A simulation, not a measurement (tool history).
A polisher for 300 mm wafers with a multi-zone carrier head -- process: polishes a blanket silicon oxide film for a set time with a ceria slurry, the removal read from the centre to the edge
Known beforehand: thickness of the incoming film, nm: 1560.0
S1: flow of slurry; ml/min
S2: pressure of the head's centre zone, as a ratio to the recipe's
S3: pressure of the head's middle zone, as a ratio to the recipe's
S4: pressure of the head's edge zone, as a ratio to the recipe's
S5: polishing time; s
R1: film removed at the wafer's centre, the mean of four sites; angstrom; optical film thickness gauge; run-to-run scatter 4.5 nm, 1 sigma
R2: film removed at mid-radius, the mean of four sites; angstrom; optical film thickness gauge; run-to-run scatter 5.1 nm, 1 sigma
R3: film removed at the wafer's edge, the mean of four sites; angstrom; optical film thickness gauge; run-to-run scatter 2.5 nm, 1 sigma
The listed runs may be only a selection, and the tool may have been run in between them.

| run | hour | S1 | S2 | S3 | S4 | S5 | R1 | R2 | R3 |
|---|---|---|---|---|---|---|---|---|---|
| 1 | 0.0 | 165 | 1.00 | 1.00 | 1.00 | 82 | 2726.5 | 2713.4 | 2647.0 |
| 2 | 1.7 | 185 | 1.05 | 0.99 | 1.01 | 87 | 3099.2 | 2927.4 | 2875.4 |
| 3 | 8.2 | 200 | 1.09 | 0.97 | 1.00 | 91 | 3442.6 | 3084.5 | 3036.6 |
| 4 | 16.0 | 210 | 1.12 | 0.95 | 1.00 | 94 | 3670.3 | 3096.3 | 3170.6 |
| 5 | 21.0 | 220 | 1.14 | 0.95 | 0.99 | 96 | 3932.6 | 3160.6 | 3173.6 |
| 6 | 29.2 | 220 | 1.19 | 0.95 | 0.99 | 96 | 4041.9 | 3177.0 | 3252.7 |

Predict the results of run 7:
| 7 | 37.3 | 230 | 1.19 | 0.95 | 0.99 | 98 | ? | ? | ? |

Run 7 came out at R1 4139.4 angstrom, R2 3365.8 angstrom, R3 3298.6 angstrom.
